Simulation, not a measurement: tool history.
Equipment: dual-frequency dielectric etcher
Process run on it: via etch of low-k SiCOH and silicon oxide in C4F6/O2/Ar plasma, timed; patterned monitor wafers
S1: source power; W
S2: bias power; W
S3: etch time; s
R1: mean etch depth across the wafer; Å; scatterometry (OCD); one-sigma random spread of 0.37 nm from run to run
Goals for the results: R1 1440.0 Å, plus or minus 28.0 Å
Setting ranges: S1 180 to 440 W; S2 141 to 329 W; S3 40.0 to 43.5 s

{"run": 1, "hour": 0.0, "S1": 310, "S2": 235, "S3": 43.5, "R1": 1237.7}
{"run": 2, "hour": 1.7, "S1": 260, "S2": 235, "S3": 43.5, "R1": 1155.0}
{"run": 3, "hour": 2.7, "S1": 300, "S2": 235, "S3": 43.5, "R1": 1220.5}
{"run": 4, "hour": 10.6, "S1": 300, "S2": 235, "S3": 40.0, "R1": 1121.2}
{"run": 5, "hour": 18.0, "S1": 300, "S2": 235, "S3": 40.0, "R1": 1129.6}
{"run": 6, "hour": 25.2, "S1": 340, "S2": 254, "S3": 40.5, "R1": 1227.9}
{"run": 7, "hour": 27.1, "S1": 370, "S2": 268, "S3": 41.0, "R1": 1302.7}
{"run": 8, "hour": 29.6, "S1": 390, "S2": 276, "S3": 41.0, "R1": 1347.6}
{"run": 9, "hour": 37.1, "S1": 400, "S2": 280, "S3": 41.0, "R1": 1361.1}
{"run": 10, "hour": 40.0, "S1": 410, "S2": 285, "S3": 41.0, "R1": 1387.9}
{"run": 11, "hour": 41.5, "S1": 420, "S2": 287, "S3": 41.0, "R1": 1403.2}
{"run": 12, "hour": 43.9, "S1": 420, "S2": 289, "S3": 41.0, "R1": 1410.7}
{"run": 13, "hour": 47.7, "S1": 420, "S2": 290, "S3": 41.0, "R1": 1411.3}
{"run": 14, "hour": 50.6, "S1": 420, "S2": 290, "S3": 41.0, "R1": 1402.6}

Which of these 4 next moves meets every target?
{"run": "A", "hour": 53.5, "S1": 410, "S2": 272, "S3": 43.5, "R1": "?"}
{"run": "B", "hour": 53.5, "S1": 430, "S2": 289, "S3": 40.0, "R1": "?"}
{"run": "C", "hour": 53.5, "S1": 430, "S2": 276, "S3": 40.0, "R1": "?"}
{"run": "D", "hour": 53.5, "S1": 400, "S2": 279, "S3": 40.0, "R1": "?"}

move=A R1=1451.9
move=B R1=1387.1
move=C R1=1366.8
move=D R1=1332.9
A: every result lands within tolerance
B: misses by more than the last run did
C: misses by more than the last run did
D: misses by more than the last run did
The right move is A.
